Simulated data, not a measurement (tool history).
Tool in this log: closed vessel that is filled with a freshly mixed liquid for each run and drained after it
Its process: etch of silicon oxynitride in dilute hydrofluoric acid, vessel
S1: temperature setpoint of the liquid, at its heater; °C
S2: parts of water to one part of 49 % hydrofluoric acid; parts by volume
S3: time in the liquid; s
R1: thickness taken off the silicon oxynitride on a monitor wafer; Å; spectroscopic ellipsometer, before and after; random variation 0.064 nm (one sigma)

run	hour	S1	S2	S3	R1
1	0	24	165	555	141.38
2	7	26	165	555	153.3
3	14.2	22.5	165	555	132.64
4	16.5	22.5	205	555	103.17
5	18.8	23	205	555	104.66
6	26.4	23	150	555	152.21
7	31.3	22	155	555	137.37

The next listed run, before its measurement:
8	32.7	21	155	555	?

R1: 132.45 Å

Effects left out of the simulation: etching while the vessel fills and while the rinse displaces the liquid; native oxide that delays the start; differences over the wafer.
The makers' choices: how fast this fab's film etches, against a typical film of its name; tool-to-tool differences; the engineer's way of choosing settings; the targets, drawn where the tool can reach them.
